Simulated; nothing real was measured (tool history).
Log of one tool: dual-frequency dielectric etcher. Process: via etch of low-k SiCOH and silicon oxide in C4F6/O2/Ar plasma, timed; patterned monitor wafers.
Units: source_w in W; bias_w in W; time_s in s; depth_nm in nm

{"run": 1, "hour": 0.0, "source_w": 390, "bias_w": 179, "time_s": 23, "depth_nm": 53.13}
{"run": 2, "hour": 4.0, "source_w": 390, "bias_w": 201, "time_s": 23, "depth_nm": 54.896}
{"run": 3, "hour": 11.6, "source_w": 390, "bias_w": 201, "time_s": 21, "depth_nm": 50.732}
{"run": 4, "hour": 19.3, "source_w": 410, "bias_w": 205, "time_s": 21, "depth_nm": 52.428}
{"run": 5, "hour": 26.8, "source_w": 410, "bias_w": 177, "time_s": 21, "depth_nm": 49.961}
{"run": 6, "hour": 31.0, "source_w": 420, "bias_w": 185, "time_s": 21, "depth_nm": 51.09}
{"run": 7, "hour": 35.2, "source_w": 430, "bias_w": 192, "time_s": 21, "depth_nm": 52.155}
{"run": 8, "hour": 35.9, "source_w": 440, "bias_w": 198, "time_s": 21, "depth_nm": 53.79}

The next listed run, before its measurement:
{"run": 9, "hour": 39.9, "source_w": 450, "bias_w": 200, "time_s": 21, "depth_nm": "?"}

depth_nm: 54.148 nm
